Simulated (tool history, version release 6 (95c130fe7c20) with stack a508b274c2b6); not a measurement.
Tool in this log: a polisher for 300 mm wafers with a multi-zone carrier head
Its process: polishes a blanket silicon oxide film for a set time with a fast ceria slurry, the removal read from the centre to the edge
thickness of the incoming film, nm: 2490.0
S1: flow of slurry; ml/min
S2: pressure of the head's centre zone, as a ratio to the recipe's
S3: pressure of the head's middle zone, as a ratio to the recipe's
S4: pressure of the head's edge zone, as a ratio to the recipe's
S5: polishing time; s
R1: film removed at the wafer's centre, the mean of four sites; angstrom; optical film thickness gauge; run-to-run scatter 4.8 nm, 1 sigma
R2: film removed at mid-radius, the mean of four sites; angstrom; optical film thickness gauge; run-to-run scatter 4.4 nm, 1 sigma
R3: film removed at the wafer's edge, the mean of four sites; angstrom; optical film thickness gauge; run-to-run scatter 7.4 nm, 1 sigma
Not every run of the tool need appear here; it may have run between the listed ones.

Run 1, day 0.000: S1 145 ml/min, S2 1.00, S3 1.00, S4 1.00, S5 40 s. Result: R1 4520.4 angstrom, R2 4474.1 angstrom, R3 4549.8 angstrom.
Run 2, day 0.142: S1 145 ml/min, S2 1.00, S3 0.94, S4 1.00, S5 40 s. Result: R1 4509.7 angstrom, R2 4271.4 angstrom, R3 4495.6 angstrom.
Run 3, day 0.192: S1 150 ml/min, S2 1.01, S3 0.93, S4 1.02, S5 40 s. Result: R1 4544.4 angstrom, R2 4278.3 angstrom, R3 4616.0 angstrom.
Run 4, day 0.300: S1 155 ml/min, S2 1.03, S3 0.92, S4 1.03, S5 40 s. Result: R1 4711.3 angstrom, R2 4163.3 angstrom, R3 4588.6 angstrom.
Run 5, day 0.596: S1 160 ml/min, S2 1.04, S3 0.92, S4 1.05, S5 40 s. Result: R1 4844.9 angstrom, R2 4297.3 angstrom, R3 4656.7 angstrom.
Run 6, day 0.704: S1 160 ml/min, S2 1.04, S3 0.97, S4 1.05, S5 40 s. Result: R1 4758.2 angstrom, R2 4440.0 angstrom, R3 4728.7 angstrom.
Run 7, day 0.854: S1 165 ml/min, S2 1.05, S3 0.96, S4 1.07, S5 40 s. Result: R1 4913.4 angstrom, R2 4446.3 angstrom, R3 4723.0 angstrom.

The next listed run, before its measurement:
Run 8, day 0.971: S1 165 ml/min, S2 1.05, S3 0.86, S4 1.17, S5 46 s. Result: R1 ?, R2 ?, R3 ?.

R1: 5490.6 angstrom
R2: 4663.3 angstrom
R3: 5673.8 angstrom

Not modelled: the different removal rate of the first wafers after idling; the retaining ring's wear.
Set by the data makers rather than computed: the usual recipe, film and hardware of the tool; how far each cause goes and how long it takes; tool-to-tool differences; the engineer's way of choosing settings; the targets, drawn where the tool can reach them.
